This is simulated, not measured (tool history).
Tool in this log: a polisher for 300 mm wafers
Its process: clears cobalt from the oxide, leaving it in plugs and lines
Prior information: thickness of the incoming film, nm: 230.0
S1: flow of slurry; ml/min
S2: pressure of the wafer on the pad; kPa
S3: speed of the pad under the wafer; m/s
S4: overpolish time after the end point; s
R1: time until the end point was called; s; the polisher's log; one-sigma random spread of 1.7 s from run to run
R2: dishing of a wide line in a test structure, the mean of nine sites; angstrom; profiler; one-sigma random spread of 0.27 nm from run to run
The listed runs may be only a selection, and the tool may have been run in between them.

| run | hour | S1 | S2 | S3 | S4 | R1 | R2 |
|---|---|---|---|---|---|---|---|
| 1 | 0 | 170 | 17.2 | 1.16 | 19 | 44.68 | 461.37 |
| 2 | 8.8 | 165 | 15.2 | 1.08 | 16 | 55.099 | 393.88 |
| 3 | 11.7 | 150 | 13.8 | 1.04 | 14 | 63.456 | 350.28 |
| 4 | 14.9 | 140 | 12.4 | 1.02 | 12 | 73.261 | 277.29 |
|  | 16.8 | slurry nozzle cleaned |
| 5 | 16.8 | 175 | 12.4 | 1.02 | 12 | 62.527 | 302.29 |
| 6 | 22.6 | 175 | 12.4 | 1.02 | 9 | 62.608 | 250.88 |
| 7 | 23.7 | 190 | 11.7 | 0.92 | 8 | 73.546 | 198.91 |
| 8 | 24.6 | 200 | 11 | 0.88 | 8 | 79.362 | 192.45 |
| 9 | 29.3 | 215 | 10.3 | 0.86 | 8 | 85.671 | 170.16 |

Run 10, settings as shown, results not yet in. Your forecast:
| 10 | 32.4 | 225 | 9.7 | 0.86 | 8 | ? | ? |

R1: 90.18 s
R2: 167.69 angstrom

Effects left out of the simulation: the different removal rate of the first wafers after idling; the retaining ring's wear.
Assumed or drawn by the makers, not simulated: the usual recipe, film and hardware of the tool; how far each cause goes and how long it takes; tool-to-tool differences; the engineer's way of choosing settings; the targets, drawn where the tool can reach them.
